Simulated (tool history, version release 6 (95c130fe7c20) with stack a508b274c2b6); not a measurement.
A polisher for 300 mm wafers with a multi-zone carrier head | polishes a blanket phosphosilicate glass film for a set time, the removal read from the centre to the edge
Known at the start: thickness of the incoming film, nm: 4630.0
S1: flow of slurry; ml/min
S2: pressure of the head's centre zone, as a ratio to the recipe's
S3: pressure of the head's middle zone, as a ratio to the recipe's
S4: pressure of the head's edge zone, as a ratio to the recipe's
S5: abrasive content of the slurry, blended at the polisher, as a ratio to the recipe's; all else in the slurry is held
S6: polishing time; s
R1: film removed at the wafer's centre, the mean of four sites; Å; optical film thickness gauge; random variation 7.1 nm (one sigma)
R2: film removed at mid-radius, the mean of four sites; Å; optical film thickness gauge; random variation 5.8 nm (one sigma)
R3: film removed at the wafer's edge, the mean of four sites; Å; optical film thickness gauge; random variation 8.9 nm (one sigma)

| run | hour | S1 | S2 | S3 | S4 | S5 | S6 | R1 | R2 | R3 |
|---|---|---|---|---|---|---|---|---|---|---|
| 1 | 0.0 | 315 | 1.00 | 1.00 | 1.00 | 1.00 | 66 | 7089.2 | 7000.2 | 7474.9 |
| 2 | 4.0 | 360 | 1.00 | 1.00 | 1.00 | 1.00 | 66 | 7198.4 | 7106.0 | 7528.6 |
| 3 | 6.2 | 360 | 1.00 | 1.00 | 1.00 | 1.00 | 78 | 8322.9 | 8431.5 | 8689.2 |
| 4 | 11.1 | 360 | 1.00 | 1.00 | 1.00 | 1.15 | 78 | 9117.3 | 9110.3 | 9443.2 |
| 5 | 15.2 | 360 | 1.00 | 1.05 | 1.00 | 1.15 | 78 | 9501.3 | 9434.7 | 9496.7 |
| 6 | 22.6 | 420 | 1.00 | 1.05 | 1.00 | 1.15 | 78 | 9311.2 | 9640.6 | 9313.6 |
| 7 | 25.3 | 440 | 0.97 | 1.01 | 0.97 | 0.95 | 77 | 8039.9 | 8170.8 | 8481.1 |
| 8 | 33.4 | 440 | 0.94 | 1.05 | 0.96 | 0.80 | 75 | 6859.6 | 7148.1 | 7021.2 |
| 9 | 34.1 | 435 | 0.89 | 1.05 | 0.96 | 0.80 | 75 | 6304.9 | 7195.7 | 7064.4 |
| 10 | 36.7 | 405 | 0.84 | 0.98 | 0.86 | 0.65 | 75 | 4932.9 | 5654.0 | 5733.4 |
| 11 | 41.0 | 405 | 0.85 | 1.01 | 0.90 | 0.65 | 75 | 4835.4 | 5702.2 | 5563.4 |
| 12 | 41.8 | 410 | 0.85 | 0.99 | 0.89 | 0.90 | 76 | 6628.6 | 7582.3 | 7538.4 |
| 13 | 42.8 | 355 | 0.85 | 0.98 | 0.87 | 0.90 | 76 | 6511.2 | 7471.5 | 7320.9 |
| 14 | 45.2 | 350 | 0.84 | 0.97 | 0.86 | 0.85 | 76 | 6219.1 | 7021.9 | 7152.6 |

Run 15 comes next. What will it give?
| 15 | 53.2 | 350 | 0.84 | 0.98 | 0.85 | 0.80 | 76 | ? | ? | ? |

R1: 5774.3 Å
R2: 6933.8 Å
R3: 6526.1 Å

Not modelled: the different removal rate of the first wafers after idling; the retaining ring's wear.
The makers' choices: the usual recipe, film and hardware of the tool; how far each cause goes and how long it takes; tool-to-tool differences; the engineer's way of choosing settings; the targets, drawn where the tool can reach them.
